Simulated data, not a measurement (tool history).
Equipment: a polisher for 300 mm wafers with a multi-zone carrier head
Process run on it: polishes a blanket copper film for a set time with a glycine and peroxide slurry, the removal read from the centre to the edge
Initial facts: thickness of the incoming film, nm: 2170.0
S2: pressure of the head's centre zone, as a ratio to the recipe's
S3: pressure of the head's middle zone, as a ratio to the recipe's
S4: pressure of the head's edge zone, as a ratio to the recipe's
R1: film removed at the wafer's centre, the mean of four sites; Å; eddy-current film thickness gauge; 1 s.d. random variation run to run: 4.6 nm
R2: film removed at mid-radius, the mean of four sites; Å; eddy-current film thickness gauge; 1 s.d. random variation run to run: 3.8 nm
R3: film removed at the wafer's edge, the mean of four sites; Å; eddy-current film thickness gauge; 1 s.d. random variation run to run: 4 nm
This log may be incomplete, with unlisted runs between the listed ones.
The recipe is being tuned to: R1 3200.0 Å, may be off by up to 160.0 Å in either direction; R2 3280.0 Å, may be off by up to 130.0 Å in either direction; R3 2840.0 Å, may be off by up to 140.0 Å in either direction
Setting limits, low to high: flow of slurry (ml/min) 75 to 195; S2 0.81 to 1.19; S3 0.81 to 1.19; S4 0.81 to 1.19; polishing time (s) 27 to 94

Run 1, hour 0.0: flow of slurry (ml/min) 125, S2 1.00, S3 1.00, S4 1.00, polishing time (s) 60. Result: R1 3302.5 Å, R2 3299.4 Å, R3 3284.9 Å.
Run 2, hour 2.2: flow of slurry (ml/min) 125, S2 1.00, S3 1.03, S4 1.00, polishing time (s) 60. Result: R1 3324.7 Å, R2 3475.8 Å, R3 3235.2 Å.
Run 3, hour 4.6: flow of slurry (ml/min) 125, S2 1.00, S3 1.03, S4 1.03, polishing time (s) 60. Result: R1 3338.0 Å, R2 3407.0 Å, R3 3397.7 Å.
Run 4, hour 9.9: flow of slurry (ml/min) 120, S2 1.01, S3 1.03, S4 1.00, polishing time (s) 60. Result: R1 3423.3 Å, R2 3390.8 Å, R3 3262.9 Å.
Run 5, hour 14.7: flow of slurry (ml/min) 120, S2 1.01, S3 1.03, S4 1.00, polishing time (s) 68. Result: R1 3799.5 Å, R2 3857.1 Å, R3 3691.3 Å.
Run 6, hour 18.0: flow of slurry (ml/min) 120, S2 0.96, S3 1.03, S4 1.00, polishing time (s) 68. Result: R1 3609.1 Å, R2 3945.0 Å, R3 3784.6 Å.
Run 7, hour 22.5: flow of slurry (ml/min) 115, S2 0.97, S3 1.02, S4 0.96, polishing time (s) 66. Result: R1 3462.0 Å, R2 3679.9 Å, R3 3556.8 Å.
Run 8, hour 30.1: flow of slurry (ml/min) 115, S2 0.98, S3 1.03, S4 0.93, polishing time (s) 64. Result: R1 3353.4 Å, R2 3683.8 Å, R3 3267.9 Å.
Run 9, hour 31.1: flow of slurry (ml/min) 110, S2 0.99, S3 1.02, S4 0.91, polishing time (s) 63. Result: R1 3341.2 Å, R2 3486.3 Å, R3 3302.1 Å.
Run 10, hour 39.9: flow of slurry (ml/min) 110, S2 1.00, S3 1.03, S4 0.89, polishing time (s) 61. Result: R1 3216.8 Å, R2 3429.2 Å, R3 3140.6 Å.
Run 11, hour 47.6: flow of slurry (ml/min) 110, S2 1.02, S3 1.04, S4 0.87, polishing time (s) 60. Result: R1 3316.2 Å, R2 3417.1 Å, R3 3002.6 Å.
Run 12, hour 56.4: flow of slurry (ml/min) 110, S2 1.02, S3 1.04, S4 0.86, polishing time (s) 60. Result: R1 3331.3 Å, R2 3338.5 Å, R3 2995.8 Å.
Run 13, hour 57.2: flow of slurry (ml/min) 110, S2 1.02, S3 1.05, S4 0.85, polishing time (s) 60. Result: R1 3330.1 Å, R2 3387.7 Å, R3 2965.7 Å.
Run 14, hour 60.6: flow of slurry (ml/min) 110, S2 1.02, S3 1.05, S4 0.84, polishing time (s) 60. Result: R1 3230.2 Å, R2 3366.3 Å, R3 3027.2 Å.

Which one of the following 4 next-run settings gets every result inside its allowed miss? There is exactly one.
Run A, hour 64.0: flow of slurry (ml/min) 120, S2 1.14, S3 1.01, S4 0.94, polishing time (s) 57. Result: R1 ?, R2 ?, R3 ?.
Run B, hour 64.0: flow of slurry (ml/min) 155, S2 0.89, S3 0.91, S4 0.88, polishing time (s) 62. Result: R1 ?, R2 ?, R3 ?.
Run C, hour 64.0: flow of slurry (ml/min) 145, S2 1.00, S3 0.96, S4 0.90, polishing time (s) 63. Result: R1 ?, R2 ?, R3 ?.
Run D, hour 64.0: flow of slurry (ml/min) 105, S2 1.06, S3 1.05, S4 0.82, polishing time (s) 58. Result: R1 ?, R2 ?, R3 ?.

move      R1      R2      R3
   A  3526.5  3153.8  3069.3
   B  3242.8  3320.5  3369.0
   C  3615.1  3481.5  3424.7
   D  3229.6  3209.2  2866.9
A: the biggest miss grows against the last run
B: the biggest miss grows against the last run
C: the biggest miss grows against the last run
D: each result inside its tolerance
D is the move that brings every result within its allowed miss.
